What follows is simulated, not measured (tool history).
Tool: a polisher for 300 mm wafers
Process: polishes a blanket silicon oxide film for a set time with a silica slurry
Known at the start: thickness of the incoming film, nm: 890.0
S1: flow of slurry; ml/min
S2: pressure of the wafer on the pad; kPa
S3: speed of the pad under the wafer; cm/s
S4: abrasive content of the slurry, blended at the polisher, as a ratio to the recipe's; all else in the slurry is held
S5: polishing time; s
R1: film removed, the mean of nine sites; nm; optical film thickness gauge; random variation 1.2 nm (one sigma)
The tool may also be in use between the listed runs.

| run | hour | S1 | S2 | S3 | S4 | S5 | R1 |
|---|---|---|---|---|---|---|---|
| 1 | 0 | 135 | 30.3 | 152 | 1 | 37 | 157.32 |
| 2 | 7 | 135 | 30.3 | 122 | 1 | 37 | 134.39 |
| 3 | 8.3 | 135 | 30.3 | 122 | 0.85 | 37 | 125.89 |
| 4 | 11.1 | 135 | 24.1 | 122 | 0.85 | 37 | 98.668 |
| 5 | 14.9 | 135 | 24.1 | 122 | 1 | 37 | 107.51 |
| 6 | 21.3 | 135 | 23.4 | 122 | 1 | 37 | 103.25 |
| 7 | 27.1 | 135 | 22.8 | 122 | 1 | 37 | 102.86 |

Run 8 comes next. What will it give?
| 8 | 28.2 | 125 | 17.9 | 120 | 1 | 37 | ? |

R1: 77.296 nm
